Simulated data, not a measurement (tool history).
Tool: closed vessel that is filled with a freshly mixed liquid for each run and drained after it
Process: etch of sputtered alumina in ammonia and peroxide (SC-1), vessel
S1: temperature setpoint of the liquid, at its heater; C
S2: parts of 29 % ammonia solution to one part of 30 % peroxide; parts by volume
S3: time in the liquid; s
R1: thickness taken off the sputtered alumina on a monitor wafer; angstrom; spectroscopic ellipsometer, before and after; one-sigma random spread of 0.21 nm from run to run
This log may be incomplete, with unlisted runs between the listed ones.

| run | hour | S1 | S2 | S3 | R1 |
|---|---|---|---|---|---|
| 1 | 0 | 58 | 0.55 | 100 | 130.86 |
| 2 | 7.9 | 61 | 0.55 | 100 | 156.35 |
| 3 | 10.3 | 63 | 0.55 | 100 | 171.18 |
| 4 | 16 | 63 | 0.65 | 100 | 170.97 |
| 5 | 19.4 | 63 | 0.8 | 100 | 176.61 |
| 6 | 22 | 64.5 | 0.8 | 100 | 190.35 |
|  | 29 | new drum of ammonia solution connected |
| 7 | 29 | 65.5 | 0.8 | 100 | 202.05 |
| 8 | 33.8 | 65.5 | 0.8 | 100 | 205.5 |

Run 9 comes next. What will it give?
| 9 | 34.6 | 66 | 0.8 | 100 | ? |

R1: 206 angstrom

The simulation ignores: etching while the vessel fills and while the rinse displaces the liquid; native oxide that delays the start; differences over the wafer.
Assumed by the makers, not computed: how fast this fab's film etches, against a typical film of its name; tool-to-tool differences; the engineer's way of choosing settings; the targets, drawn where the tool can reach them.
